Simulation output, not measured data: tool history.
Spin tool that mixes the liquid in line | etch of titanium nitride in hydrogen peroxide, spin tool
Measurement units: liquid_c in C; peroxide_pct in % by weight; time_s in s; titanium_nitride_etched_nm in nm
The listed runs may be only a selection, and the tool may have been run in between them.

run	day	liquid_c	peroxide_pct	time_s	titanium_nitride_etched_nm
1	0.000	47.0	18.5	315	6.8789
2	0.321	47.0	21.5	315	7.1498
3	0.617	45.5	21.5	315	6.3972
4	0.688	41.0	21.5	315	4.5267
5	0.888	34.5	21.5	315	2.7352
6	1.008	34.5	24.5	315	2.8053

Forecast run 7:
7	1.271	35.0	24.5	315	?

titanium_nitride_etched_nm: 2.8959 nm
